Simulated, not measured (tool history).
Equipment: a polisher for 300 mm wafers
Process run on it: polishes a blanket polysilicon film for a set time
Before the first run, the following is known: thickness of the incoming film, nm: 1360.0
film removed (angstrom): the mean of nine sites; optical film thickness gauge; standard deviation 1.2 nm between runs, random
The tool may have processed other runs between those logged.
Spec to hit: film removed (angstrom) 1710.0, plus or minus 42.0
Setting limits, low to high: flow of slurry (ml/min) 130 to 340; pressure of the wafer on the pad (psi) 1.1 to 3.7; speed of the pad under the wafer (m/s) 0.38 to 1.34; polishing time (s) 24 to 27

run,day,flow of slurry (ml/min),pressure of the wafer on the pad (psi),speed of the pad under the wafer (m/s),polishing time (s),film removed (angstrom)
1,0.000,220,2.4,0.86,27,1839.3
2,0.112,220,2.4,1.06,27,2230.0
3,0.179,215,2.3,1.06,27,2178.8
4,0.521,215,2.2,1.06,27,2082.8
# day 0.858: slurry nozzle cleaned
5,0.858,240,2.2,1.06,27,2159.1
6,1.038,215,2.2,1.06,27,2133.2
7,1.225,215,2.0,1.06,27,1963.5
8,1.554,195,1.6,1.06,27,1548.4
9,1.817,210,1.6,1.06,27,1559.1
10,2.067,225,1.6,1.06,27,1580.2
11,2.317,235,1.6,1.06,27,1593.4

4 candidate next runs follow, results not yet known. Just one meets every target within its allowed miss. Identify it.
A,2.567,200,1.9,0.90,26,?
B,2.567,240,1.7,1.14,27,?
C,2.567,275,1.5,1.20,27,?
D,2.567,285,1.6,1.06,24,?

move,film removed (angstrom)
A,1509.0
B,1816.8
C,1720.9
D,1446.4
A: further off than the last run
B: moves the result that the last run missed by most past its target, out the other side
C: all results land within tolerance of their targets
D: further off than the last run
C is the move that brings every result within its allowed miss.

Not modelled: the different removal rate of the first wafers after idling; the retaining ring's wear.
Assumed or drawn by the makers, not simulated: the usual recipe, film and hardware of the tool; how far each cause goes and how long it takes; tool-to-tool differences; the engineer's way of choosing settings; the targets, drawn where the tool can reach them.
